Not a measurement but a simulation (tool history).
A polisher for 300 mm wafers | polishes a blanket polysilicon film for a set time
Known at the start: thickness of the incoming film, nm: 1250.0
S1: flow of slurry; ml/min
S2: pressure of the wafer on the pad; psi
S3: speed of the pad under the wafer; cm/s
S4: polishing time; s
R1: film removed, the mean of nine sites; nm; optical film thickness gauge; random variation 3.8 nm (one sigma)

run,hour,S1,S2,S3,S4,R1
1,0,155,2.6,88,23,158.44
2,1.8,155,2.6,88,23,163.31
3,2.3,155,2.2,88,23,137.08
4,4.2,155,2.6,90,23,164.88
5,9.7,175,2.6,90,23,164.19
6,11.8,150,2.6,90,23,162.29
7,14.4,150,2.9,92,23,183.59

The next listed run, before its measurement:
# hour 17.8: worn pad replaced by a new one
8,17.8,150,3.2,94,23,?

R1: 224.17 nm

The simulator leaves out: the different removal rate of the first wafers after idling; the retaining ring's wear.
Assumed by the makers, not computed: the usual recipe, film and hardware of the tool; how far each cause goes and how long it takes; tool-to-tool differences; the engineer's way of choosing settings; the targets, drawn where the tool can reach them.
